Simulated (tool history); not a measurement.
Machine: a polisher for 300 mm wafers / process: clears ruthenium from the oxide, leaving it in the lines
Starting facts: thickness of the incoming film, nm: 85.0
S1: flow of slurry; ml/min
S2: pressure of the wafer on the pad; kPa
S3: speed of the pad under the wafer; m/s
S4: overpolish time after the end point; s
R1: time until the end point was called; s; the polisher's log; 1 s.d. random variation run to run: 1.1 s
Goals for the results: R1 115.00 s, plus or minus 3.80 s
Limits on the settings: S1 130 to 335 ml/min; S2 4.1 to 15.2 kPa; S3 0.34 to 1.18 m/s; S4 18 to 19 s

run,hour,S1,S2,S3,S4,R1
1,0.0,215,9.7,0.76,18,180.52
2,8.1,215,8.3,0.76,18,212.93
3,12.3,220,9.7,0.76,18,180.93
4,18.2,220,11.0,0.76,18,158.12
5,20.8,220,11.0,0.76,18,158.14
6,29.6,220,11.7,0.76,18,150.39
7,31.2,225,12.4,0.76,18,144.82
8,32.6,225,13.1,0.76,18,132.12
9,37.9,225,13.8,0.76,18,128.54
10,42.3,225,14.5,0.76,18,123.91
11,45.7,230,14.5,0.76,18,121.01
12,54.3,235,14.5,0.76,18,122.29

Which one of the following 4 next-run settings gets every result inside its allowed miss? There is exactly one.
A,62.9,335,15.2,0.68,19,?
B,62.9,170,15.2,0.80,18,?
C,62.9,250,14.5,0.68,18,?
D,62.9,260,13.8,0.76,18,?

move,R1
A,125.47
B,116.54
C,135.12
D,126.70
A: further off than the last run
B: every result lands within tolerance
C: further off than the last run
D: further off than the last run
B is the move that brings every result within its allowed miss.
